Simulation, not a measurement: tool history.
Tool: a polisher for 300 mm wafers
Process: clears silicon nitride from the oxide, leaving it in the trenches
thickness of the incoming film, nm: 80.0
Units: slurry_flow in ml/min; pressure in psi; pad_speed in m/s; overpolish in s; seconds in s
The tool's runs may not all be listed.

Run 1, hour 0: slurry_flow 300 ml/min, pressure 3.1 psi, pad_speed 0.82 m/s, overpolish 6 s. Result: seconds 95.75 s.
Run 2, hour 7: slurry_flow 265 ml/min, pressure 3.1 psi, pad_speed 0.82 m/s, overpolish 6 s. Result: seconds 96.263 s.
Run 3, hour 9.1: slurry_flow 265 ml/min, pressure 3 psi, pad_speed 0.82 m/s, overpolish 6 s. Result: seconds 99.391 s.
Run 4, hour 14.4: slurry_flow 265 ml/min, pressure 2.9 psi, pad_speed 0.82 m/s, overpolish 6 s. Result: seconds 103.08 s.
Run 5, hour 20.8: slurry_flow 265 ml/min, pressure 3.3 psi, pad_speed 0.82 m/s, overpolish 6 s. Result: seconds 92.873 s.
Run 6, hour 28.3: slurry_flow 265 ml/min, pressure 3.3 psi, pad_speed 0.82 m/s, overpolish 4 s. Result: seconds 92.562 s.
Run 7, hour 30.9: slurry_flow 265 ml/min, pressure 3.2 psi, pad_speed 0.82 m/s, overpolish 4 s. Result: seconds 93.155 s.
Run 8, hour 33: slurry_flow 265 ml/min, pressure 3.2 psi, pad_speed 0.82 m/s, overpolish 4 s. Result: seconds 93.991 s.
Run 9, hour 34.4: slurry_flow 265 ml/min, pressure 3.1 psi, pad_speed 0.82 m/s, overpolish 4 s. Result: seconds 97.082 s.
Run 10, hour 37.2: slurry_flow 265 ml/min, pressure 3.1 psi, pad_speed 0.82 m/s, overpolish 4 s. Result: seconds 95.53 s.
Run 11, hour 40.8: slurry_flow 265 ml/min, pressure 3 psi, pad_speed 0.82 m/s, overpolish 4 s. Result: seconds 98.252 s.

Forecast run 12:
Run 12, hour 41.4: slurry_flow 265 ml/min, pressure 2.9 psi, pad_speed 0.82 m/s, overpolish 4 s. Result: seconds ?.

Run 12 gave seconds 102.47 s.
